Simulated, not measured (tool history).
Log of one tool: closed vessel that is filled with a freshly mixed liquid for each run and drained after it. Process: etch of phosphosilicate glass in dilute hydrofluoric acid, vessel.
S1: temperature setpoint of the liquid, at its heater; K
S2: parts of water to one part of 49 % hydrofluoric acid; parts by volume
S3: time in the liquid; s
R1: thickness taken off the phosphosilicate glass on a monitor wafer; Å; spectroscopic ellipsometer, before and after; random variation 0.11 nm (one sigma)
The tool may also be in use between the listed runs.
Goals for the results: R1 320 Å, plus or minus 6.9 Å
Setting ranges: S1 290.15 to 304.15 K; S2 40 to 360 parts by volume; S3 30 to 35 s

run	hour	S1	S2	S3	R1
1	0	296.15	200	35	216.77
2	7.4	298.65	200	35	237.43
3	11.7	300.15	195	35	257.98
4	13.9	301.15	190	35	277
5	17.4	301.15	140	35	401.12
6	24.8	301.15	100	35	589.35
7	31.1	298.15	110	35	468.91
8	39.6	296.15	115	35	412.33
9	46.8	294.65	115	35	390.42
10	49	294.65	115	35	391.24
11	54.6	290.65	125	35	299.06

Which of these 5 next moves meets every target?
A	60.2	290.15	120	30	?
B	60.2	290.15	95	30	?
C	60.2	290.15	115	30	?
D	60.2	290.65	115	35	?
E	60.2	292.15	110	30	?

move	R1
A	265.25
B	343.77
C	278.19
D	331.39
E	317.65
A: lands further from the targets than the last run did
B: takes the result that was furthest off past its target
C: lands further from the targets than the last run did
D: takes the result that was furthest off past its target
E: all results in spec
E is the move that brings every result within its allowed miss.

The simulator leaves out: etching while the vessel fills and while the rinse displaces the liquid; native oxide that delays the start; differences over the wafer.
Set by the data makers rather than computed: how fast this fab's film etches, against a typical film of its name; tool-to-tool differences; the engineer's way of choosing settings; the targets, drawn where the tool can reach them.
